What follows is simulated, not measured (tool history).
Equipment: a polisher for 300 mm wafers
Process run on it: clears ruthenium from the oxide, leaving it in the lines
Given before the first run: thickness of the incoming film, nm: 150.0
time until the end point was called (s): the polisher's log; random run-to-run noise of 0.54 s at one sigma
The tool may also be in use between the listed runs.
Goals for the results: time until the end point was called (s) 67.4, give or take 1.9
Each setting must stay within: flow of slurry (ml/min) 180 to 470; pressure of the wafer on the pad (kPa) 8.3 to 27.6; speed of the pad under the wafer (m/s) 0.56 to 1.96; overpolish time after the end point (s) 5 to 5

run	hour	flow of slurry (ml/min)	pressure of the wafer on the pad (kPa)	speed of the pad under the wafer (m/s)	overpolish time after the end point (s)	time until the end point was called (s)
1	0	300	17.9	1.26	5	79.435
2	6.8	300	17.9	0.94	5	98.238
3	13.6	300	20.7	0.94	5	83.821
4	16.3	300	22.1	0.94	5	79.988
5	17.5	300	22.1	0.8	5	87.592
6	22.4	300	22.1	0.8	5	87.864
7	26.2	300	23.4	0.8	5	81.863
8	28.6	300	24.8	0.8	5	77.028
9	33.7	305	27.6	0.8	5	71.267

Which single option among these 5 for the next run brings every result within its allowed miss of target? Just one does.
A	38.8	435	27.6	0.92	5	?
B	38.8	305	24.1	0.92	5	?
C	38.8	305	26.2	0.8	5	?
D	38.8	340	23.4	0.94	5	?
E	38.8	360	26.9	0.88	5	?

move	time until the end point was called (s)
A	63.126
B	73.722
C	74.29
D	74.178
E	67.402
A: the result that was furthest off in the last run now lies on the other side of its target
B: misses by more than the last run did
C: misses by more than the last run did
D: misses by more than the last run did
E: all results land within tolerance of their targets
The move that meets every target is E.
